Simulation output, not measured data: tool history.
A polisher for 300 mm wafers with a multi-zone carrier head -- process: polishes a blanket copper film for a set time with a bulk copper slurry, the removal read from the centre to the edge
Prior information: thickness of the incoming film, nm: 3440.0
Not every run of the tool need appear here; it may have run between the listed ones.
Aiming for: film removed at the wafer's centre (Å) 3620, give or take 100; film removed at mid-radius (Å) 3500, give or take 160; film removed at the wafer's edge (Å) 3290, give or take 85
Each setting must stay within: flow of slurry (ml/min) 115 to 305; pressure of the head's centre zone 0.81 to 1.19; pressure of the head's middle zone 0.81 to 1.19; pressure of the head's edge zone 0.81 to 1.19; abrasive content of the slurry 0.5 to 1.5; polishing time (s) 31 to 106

run    day  flow of slurry (ml/min)  pressure of the head's centre zone  pressure of the head's middle zone  pressure of the head's edge zone  abrasive content of the slurry  polishing time (s)  film removed at the wafer's centre (Å)  film removed at mid-radius (Å)  film removed at the wafer's edge (Å)
  1      0                      195                                   1                                   1                                 1                               1                  68                                  4145.2                          4092.5                                4075.9
  2  0.079                      195                                   1                                   1                                 1                               1                  61                                  3702.8                          3764.7                                3617.2
  3  0.442                      185                                1.01                                0.99                              0.97                               1                  61                                  3677.8                          3630.6                                3537.7
  4  0.567                      180                                1.02                                0.99                              0.95                               1                  61                                  3737.7                          3608.3                                3521.9
  5  0.892                      180                                1.06                                0.99                              0.95                               1                  61                                  3910.7                          3689.5                                3524.6
     1.092  -- worn pad replaced by a new one
  6  1.092                      170                                1.05                                0.99                              0.93                               1                  61                                  4273.5                          4018.6                                3895.5
  7  1.138                      190                                1.04                                0.99                              0.93                               1                  61                                  4268.7                          4067.8                                3936.3
  8   1.25                      175                                1.04                                   1                              0.93                               1                  61                                  4311.9                          4071.8                                3924.1
  9  1.617                      175                                1.04                                   1                              0.93                               1                  61                                  4277.5                          4105.8                                3893.3
 10  1.683                      185                                1.05                                   1                              0.95                            0.95                  60                                  4177.6                          4101.7                                3806.4
 11  1.933                      175                                1.05                                0.99                              0.96                            0.95                  59                                  4119.1                          3862.3                                3770.4
 12  2.121                      200                                1.05                                0.98                              0.96                               1                  59                                  4292.1                          3971.7                                3897.7

Pick the move, out of 4, that brings all results within their allowed miss; only one does.
  A  2.308                      215                                1.14                                1.12                              0.98                            0.85                  47                                       ?                               ?                                     ?
  B  2.308                      180                                 1.1                                1.07                              0.95                             0.8                  51                                       ?                               ?                                     ?
  C  2.308                      175                                1.03                                   1                               0.9                             1.3                  49                                       ?                               ?                                     ?
  D  2.308                      180                                0.98                                1.01                              0.95                             0.9                  52                                       ?                               ?                                     ?

move  film removed at the wafer's centre (Å)  film removed at mid-radius (Å)  film removed at the wafer's edge (Å)
   A                                  3557.6                          3415.2                                3017.4
   B                                  3567.1                          3429.2                                3124.5
   C                                  3541.2                          3444.3                                3242.4
   D                                  3317.7                          3419.3                                3268.6
A: pushes the last run's worst result past its target
B: pushes the last run's worst result past its target
C: each result inside its tolerance
D: gets the furthest-off result to its target, but another result is out of tolerance
C is the move that brings every result within its allowed miss.

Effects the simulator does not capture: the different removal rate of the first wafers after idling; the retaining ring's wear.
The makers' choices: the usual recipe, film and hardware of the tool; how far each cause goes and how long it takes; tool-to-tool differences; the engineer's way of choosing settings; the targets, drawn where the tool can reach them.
